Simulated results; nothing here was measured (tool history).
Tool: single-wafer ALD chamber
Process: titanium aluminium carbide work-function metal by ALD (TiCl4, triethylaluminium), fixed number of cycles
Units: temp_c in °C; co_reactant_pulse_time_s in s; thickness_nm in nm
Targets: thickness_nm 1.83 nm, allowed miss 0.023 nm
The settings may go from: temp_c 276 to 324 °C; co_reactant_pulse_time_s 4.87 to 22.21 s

run	hour	temp_c	co_reactant_pulse_time_s	thickness_nm
1	0	300	13.54	2.064
2	8.1	300	14.96	2.0669
3	10.8	296	13.66	2.0289
4	19.7	292	12.35	1.9714
5	24.4	301	12.35	2.0528
6	25.8	297	11.83	2.0102
7	28.2	294	11.5	1.9818
8	36.5	291	11.23	1.9576
9	43.8	288	10.94	1.9149

4 next moves are on the table. One of them brings every result within its allowed miss. Which?
A	51.1	295	14.96	?
B	51.1	300	10.7	?
C	51.1	285	7.76	?
D	51.1	294	9.42	?

move	thickness_nm
A	2.0302
B	2.0263
C	1.8339
D	1.9508
A: further off than the last run
B: further off than the last run
C: meets every target
D: further off than the last run
Move C is the one to make.

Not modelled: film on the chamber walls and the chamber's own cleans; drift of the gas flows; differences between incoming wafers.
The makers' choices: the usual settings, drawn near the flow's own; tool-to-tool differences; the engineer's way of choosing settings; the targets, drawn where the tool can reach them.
